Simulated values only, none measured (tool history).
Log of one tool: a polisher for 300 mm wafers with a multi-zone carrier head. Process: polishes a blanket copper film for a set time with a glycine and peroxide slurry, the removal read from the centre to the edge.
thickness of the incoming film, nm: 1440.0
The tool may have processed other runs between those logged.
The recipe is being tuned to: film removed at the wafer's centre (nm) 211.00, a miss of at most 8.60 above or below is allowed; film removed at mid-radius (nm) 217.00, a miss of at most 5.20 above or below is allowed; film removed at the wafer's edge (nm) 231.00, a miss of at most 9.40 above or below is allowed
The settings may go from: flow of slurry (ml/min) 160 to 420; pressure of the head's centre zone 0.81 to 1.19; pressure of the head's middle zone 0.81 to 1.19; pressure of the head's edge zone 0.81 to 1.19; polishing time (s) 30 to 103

| run | hour | flow of slurry (ml/min) | pressure of the head's centre zone | pressure of the head's middle zone | pressure of the head's edge zone | polishing time (s) | film removed at the wafer's centre (nm) | film removed at mid-radius (nm) | film removed at the wafer's edge (nm) |
|---|---|---|---|---|---|---|---|---|---|
| 1 | 0.0 | 270 | 1.00 | 1.00 | 1.00 | 66 | 330.60 | 322.61 | 326.61 |
| 2 | 1.4 | 265 | 0.98 | 0.99 | 0.99 | 64 | 309.59 | 314.03 | 317.93 |
| 3 | 6.1 | 200 | 0.98 | 0.99 | 0.99 | 64 | 295.71 | 304.40 | 304.74 |
| 4 | 8.7 | 200 | 0.97 | 0.98 | 0.98 | 62 | 283.93 | 290.31 | 296.07 |
| 5 | 12.3 | 195 | 0.96 | 0.97 | 0.97 | 60 | 279.09 | 278.27 | 280.53 |
| 6 | 21.3 | 195 | 0.96 | 1.05 | 0.97 | 60 | 273.64 | 290.08 | 289.54 |
| 7 | 22.4 | 195 | 0.95 | 1.03 | 0.97 | 59 | 265.44 | 284.58 | 280.05 |
| 8 | 31.1 | 195 | 0.94 | 1.01 | 0.97 | 58 | 260.30 | 274.43 | 272.12 |
| 9 | 33.1 | 190 | 0.93 | 0.99 | 0.98 | 57 | 259.70 | 268.93 | 273.41 |
| 10 | 34.0 | 180 | 0.83 | 0.89 | 0.90 | 45 | 181.68 | 197.64 | 207.29 |
| 11 | 39.0 | 190 | 0.84 | 0.89 | 0.91 | 45 | 184.50 | 201.13 | 209.04 |
| 12 | 43.1 | 200 | 0.85 | 0.89 | 0.92 | 45 | 189.15 | 201.19 | 208.67 |
| 13 | 44.8 | 205 | 0.85 | 0.89 | 0.94 | 45 | 187.32 | 199.70 | 212.30 |
| 14 | 49.7 | 210 | 0.86 | 0.90 | 0.95 | 45 | 188.57 | 203.79 | 213.03 |
| 15 | 51.3 | 215 | 0.87 | 0.90 | 0.96 | 45 | 190.19 | 205.34 | 214.02 |
| 16 | 55.3 | 215 | 0.88 | 0.90 | 0.97 | 45 | 192.61 | 204.69 | 215.45 |
| 17 | 60.7 | 220 | 0.89 | 0.90 | 0.98 | 45 | 198.35 | 206.97 | 215.67 |
| 18 | 63.4 | 225 | 0.89 | 0.90 | 0.99 | 45 | 199.39 | 209.21 | 218.82 |
| 19 | 68.9 | 230 | 0.89 | 0.90 | 1.00 | 45 | 200.84 | 206.60 | 223.43 |
| 20 | 72.2 | 235 | 0.89 | 0.90 | 1.00 | 45 | 201.63 | 207.83 | 225.89 |

Which of these 5 next moves meets every target?
| A | 75.5 | 340 | 0.93 | 0.86 | 1.07 | 44 | ? | ? | ? |
| B | 75.5 | 170 | 0.95 | 0.87 | 1.04 | 48 | ? | ? | ? |
| C | 75.5 | 325 | 1.02 | 0.81 | 1.19 | 42 | ? | ? | ? |
| D | 75.5 | 215 | 0.91 | 0.91 | 0.99 | 48 | ? | ? | ? |
| E | 75.5 | 245 | 0.82 | 0.81 | 1.19 | 46 | ? | ? | ? |

| move | film removed at the wafer's centre (nm) | film removed at mid-radius (nm) | film removed at the wafer's edge (nm) |
|---|---|---|---|
| A | 213.71 | 206.94 | 232.52 |
| B | 212.98 | 205.88 | 232.45 |
| C | 219.83 | 190.93 | 233.71 |
| D | 215.33 | 219.82 | 234.09 |
| E | 192.85 | 202.69 | 249.79 |
A: the biggest miss grows against the last run
B: the biggest miss grows against the last run
C: the biggest miss grows against the last run
D: hits every target within its allowed miss
E: the biggest miss grows against the last run
The right move is D.
